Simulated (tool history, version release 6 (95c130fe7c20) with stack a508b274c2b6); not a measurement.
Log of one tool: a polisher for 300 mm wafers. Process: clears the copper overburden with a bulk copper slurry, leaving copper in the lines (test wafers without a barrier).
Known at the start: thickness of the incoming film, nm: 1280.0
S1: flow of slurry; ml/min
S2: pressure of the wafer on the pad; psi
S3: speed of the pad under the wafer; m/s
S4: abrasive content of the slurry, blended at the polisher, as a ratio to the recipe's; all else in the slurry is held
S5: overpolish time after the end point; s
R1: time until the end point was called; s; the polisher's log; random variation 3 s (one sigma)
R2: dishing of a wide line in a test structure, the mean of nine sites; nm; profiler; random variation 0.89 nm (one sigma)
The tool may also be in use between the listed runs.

run,day,S1,S2,S3,S4,S5,R1,R2
1,0.000,295,3.4,0.94,1.00,27,111.62,97.506
2,0.092,295,3.2,0.96,1.00,25,114.82,93.471
3,0.462,350,3.2,0.96,1.00,25,112.19,94.170
4,0.588,340,3.0,0.98,1.00,23,118.49,89.777
5,0.758,340,3.0,0.98,1.00,27,117.53,89.800
6,1.121,340,3.0,0.86,1.00,27,131.44,92.423
7,1.208,320,2.8,0.92,0.95,25,134.39,86.992
8,1.504,320,2.8,0.92,0.95,25,133.68,86.111

Forecast run 9:
9,1.617,305,2.7,0.96,0.90,23,?,?

{"run 9": {"R1": 134.7, "R2": 82.659}}
